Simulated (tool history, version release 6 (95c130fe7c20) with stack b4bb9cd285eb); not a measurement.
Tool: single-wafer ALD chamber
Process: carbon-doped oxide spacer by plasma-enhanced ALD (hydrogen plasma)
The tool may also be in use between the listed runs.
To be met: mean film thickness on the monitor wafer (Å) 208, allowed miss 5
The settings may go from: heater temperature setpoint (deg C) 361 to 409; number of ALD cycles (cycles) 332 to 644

run  hour  heater temperature setpoint (deg C)  number of ALD cycles (cycles)  mean film thickness on the monitor wafer (Å)
  1     0                                  385                            488                                        244.59
  2   4.9                                  385                            550                                        277.58
  3   8.3                                  385                            520                                        263.65
  4  11.4                                  390                            520                                        263.21
  5  13.1                                  390                            471                                        236.05
  6  17.7                                  396                            471                                        238.57
     22.2  -- thermocouple changed; heater temperature recalibrated
  7  22.2                                  396                            457                                        230.83
  8  28.9                                  396                            447                                        225.59
  9  35.7                                  396                            439                                        222.15
 10  41.8                                  396                            433                                        217.85
 11  42.6                                  396                            429                                        216.83
 12  50.6                                  396                            425                                        214.27

4 next moves are on the table. One of them brings every result within its allowed miss. Which?
  A  58.6                                  392                            452                                             ?
  B  58.6                                  399                            412                                             ?
  C  58.6                                  399                            440                                             ?
  D  58.6                                  396                            443                                             ?

move  mean film thickness on the monitor wafer (Å)
   A                                        226.05
   B                                        206.04
   C                                        220.04
   D                                        221.55
A: further off than the last run
B: meets every target
C: further off than the last run
D: further off than the last run
Answer: B
